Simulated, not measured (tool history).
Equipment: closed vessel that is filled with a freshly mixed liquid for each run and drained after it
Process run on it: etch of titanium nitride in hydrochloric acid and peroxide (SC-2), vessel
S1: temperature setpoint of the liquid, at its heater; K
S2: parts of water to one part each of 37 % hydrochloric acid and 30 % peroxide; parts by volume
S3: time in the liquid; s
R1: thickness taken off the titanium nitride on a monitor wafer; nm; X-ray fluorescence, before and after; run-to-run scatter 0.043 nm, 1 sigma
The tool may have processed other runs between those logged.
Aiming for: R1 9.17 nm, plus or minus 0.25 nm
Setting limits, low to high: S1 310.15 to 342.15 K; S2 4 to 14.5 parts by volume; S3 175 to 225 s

Run 1, hour 0: S1 326.15 K, S2 8 parts by volume, S3 225 s. Result: R1 15.299 nm.
Run 2, hour 4.2: S1 326.15 K, S2 5.5 parts by volume, S3 225 s. Result: R1 20.499 nm.
Run 3, hour 11.3: S1 323.15 K, S2 5.5 parts by volume, S3 225 s. Result: R1 16.639 nm.
Run 4, hour 13.2: S1 323.15 K, S2 5.5 parts by volume, S3 175 s. Result: R1 13.003 nm.
Run 5, hour 17.3: S1 322.15 K, S2 5.5 parts by volume, S3 175 s. Result: R1 12.101 nm.
Run 6, hour 23.3: S1 322.15 K, S2 4.5 parts by volume, S3 175 s. Result: R1 13.964 nm.
Run 7, hour 30.3: S1 321.15 K, S2 4.5 parts by volume, S3 175 s. Result: R1 13.029 nm.
Run 8, hour 38.7: S1 320.15 K, S2 4.5 parts by volume, S3 175 s. Result: R1 12.336 nm.
At hour 39.8: chemicals flow meter replaced.
Run 9, hour 39.8: S1 319.15 K, S2 4.5 parts by volume, S3 175 s. Result: R1 10.884 nm.

Which of these 4 next moves meets every target?
Run A, hour 40.9: S1 313.15 K, S2 4.5 parts by volume, S3 225 s. Result: R1 ?.
Run B, hour 40.9: S1 328.65 K, S2 8.5 parts by volume, S3 190 s. Result: R1 ?.
Run C, hour 40.9: S1 319.15 K, S2 5 parts by volume, S3 225 s. Result: R1 ?.
Run D, hour 40.9: S1 317.15 K, S2 4 parts by volume, S3 200 s. Result: R1 ?.

move      R1
   A  9.1873
   B  13.706
   C  12.958
   D  11.711
A: hits every target within its allowed miss
B: moves away from the targets compared with the last run
C: moves away from the targets compared with the last run
D: moves away from the targets compared with the last run
So the answer is move A, the one that meets all the targets.

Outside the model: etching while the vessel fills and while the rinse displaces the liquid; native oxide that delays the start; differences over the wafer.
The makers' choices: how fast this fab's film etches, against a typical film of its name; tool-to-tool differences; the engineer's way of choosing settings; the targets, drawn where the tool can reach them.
